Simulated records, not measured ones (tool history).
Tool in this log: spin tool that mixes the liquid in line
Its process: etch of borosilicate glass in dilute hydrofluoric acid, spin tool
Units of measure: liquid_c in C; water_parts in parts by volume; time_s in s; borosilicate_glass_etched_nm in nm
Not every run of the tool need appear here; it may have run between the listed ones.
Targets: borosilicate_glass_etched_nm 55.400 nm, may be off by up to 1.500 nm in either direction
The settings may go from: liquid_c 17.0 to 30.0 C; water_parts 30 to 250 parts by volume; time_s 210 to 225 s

Run 1, hour 0.0: liquid_c 22.0 C, water_parts 140 parts by volume, time_s 210 s. Result: borosilicate_glass_etched_nm 35.603 nm.
Run 2, hour 4.6: liquid_c 22.0 C, water_parts 140 parts by volume, time_s 225 s. Result: borosilicate_glass_etched_nm 37.732 nm.
Run 3, hour 12.3: liquid_c 25.0 C, water_parts 140 parts by volume, time_s 225 s. Result: borosilicate_glass_etched_nm 42.303 nm.
Run 4, hour 18.1: liquid_c 25.0 C, water_parts 140 parts by volume, time_s 210 s. Result: borosilicate_glass_etched_nm 39.810 nm.
Run 5, hour 25.8: liquid_c 25.0 C, water_parts 170 parts by volume, time_s 210 s. Result: borosilicate_glass_etched_nm 31.329 nm.
Run 6, hour 28.6: liquid_c 25.0 C, water_parts 145 parts by volume, time_s 210 s. Result: borosilicate_glass_etched_nm 38.102 nm.
Run 7, hour 31.6: liquid_c 26.0 C, water_parts 140 parts by volume, time_s 210 s. Result: borosilicate_glass_etched_nm 40.545 nm.
Run 8, hour 37.4: liquid_c 27.0 C, water_parts 135 parts by volume, time_s 210 s. Result: borosilicate_glass_etched_nm 44.823 nm.

Which of these 5 next moves meets every target?
Run A, hour 43.2: liquid_c 23.0 C, water_parts 145 parts by volume, time_s 210 s. Result: borosilicate_glass_etched_nm ?.
Run B, hour 43.2: liquid_c 27.5 C, water_parts 145 parts by volume, time_s 210 s. Result: borosilicate_glass_etched_nm ?.
Run C, hour 43.2: liquid_c 25.5 C, water_parts 100 parts by volume, time_s 225 s. Result: borosilicate_glass_etched_nm ?.
Run D, hour 43.2: liquid_c 27.5 C, water_parts 150 parts by volume, time_s 215 s. Result: borosilicate_glass_etched_nm ?.
Run E, hour 43.2: liquid_c 24.5 C, water_parts 110 parts by volume, time_s 225 s. Result: borosilicate_glass_etched_nm ?.

move  borosilicate_glass_etched_nm
   A                        34.771
   B                        41.234
   C                        62.826
   D                        40.556
   E                        54.243
A: moves away from the targets compared with the last run
B: moves away from the targets compared with the last run
C: the result that was furthest off in the last run now lies on the other side of its target
D: moves away from the targets compared with the last run
E: hits every target within its allowed miss
The right move is E.
